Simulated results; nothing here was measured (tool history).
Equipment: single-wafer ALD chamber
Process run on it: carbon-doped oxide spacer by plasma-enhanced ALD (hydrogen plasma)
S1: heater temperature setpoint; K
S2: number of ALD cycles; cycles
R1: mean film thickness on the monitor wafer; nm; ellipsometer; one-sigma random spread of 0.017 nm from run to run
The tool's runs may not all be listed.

{"run": 1, "hour": 0.0, "S1": 663.15, "S2": 210, "R1": 10.468}
{"run": 2, "hour": 6.6, "S1": 663.15, "S2": 233, "R1": 11.619}
{"run": 3, "hour": 8.6, "S1": 663.15, "S2": 203, "R1": 10.133}
{"run": 4, "hour": 13.6, "S1": 663.15, "S2": 188, "R1": 9.3953}
{"run": 5, "hour": 20.4, "S1": 663.15, "S2": 200, "R1": 9.9667}
{"hour": 21.8, "done": "thermocouple changed; heater temperature recalibrated"}
{"run": 6, "hour": 21.8, "S1": 663.15, "S2": 188, "R1": 9.3481}

Run 7 is up next; what results do you expect?
{"run": 7, "hour": 26.1, "S1": 663.15, "S2": 179, "R1": "?"}

{"run 7": {"R1": 8.9125}}

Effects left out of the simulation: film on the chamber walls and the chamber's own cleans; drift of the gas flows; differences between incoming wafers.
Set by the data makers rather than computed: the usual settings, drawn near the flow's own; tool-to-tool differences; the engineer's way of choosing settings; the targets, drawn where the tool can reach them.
